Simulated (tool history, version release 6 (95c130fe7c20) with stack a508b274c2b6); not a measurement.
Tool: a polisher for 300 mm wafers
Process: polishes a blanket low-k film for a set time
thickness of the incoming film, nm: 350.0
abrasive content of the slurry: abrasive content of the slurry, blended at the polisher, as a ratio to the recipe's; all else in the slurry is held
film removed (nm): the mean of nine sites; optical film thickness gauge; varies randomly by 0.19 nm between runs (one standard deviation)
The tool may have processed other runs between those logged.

run	hour	flow of slurry (ml/min)	pressure of the wafer on the pad (psi)	speed of the pad under the wafer (m/s)	abrasive content of the slurry	polishing time (s)	film removed (nm)
1	0.0	285	2.0	1.14	1.0	23	11.1260
2	7.6	285	2.0	1.14	1.0	23	11.4160
3	15.7	285	2.1	1.14	1.0	23	11.9640
4	17.0	285	2.1	0.90	1.0	23	9.8453
5	22.9	285	2.2	0.90	1.0	23	10.2950
6	31.6	285	2.2	1.12	1.0	23	11.9780
7	32.1	285	2.3	1.12	1.0	23	12.8910

Run 8, settings as shown, results not yet in. Your forecast:
8	36.1	285	2.5	1.12	1.0	23	?

film removed (nm): 13.8710
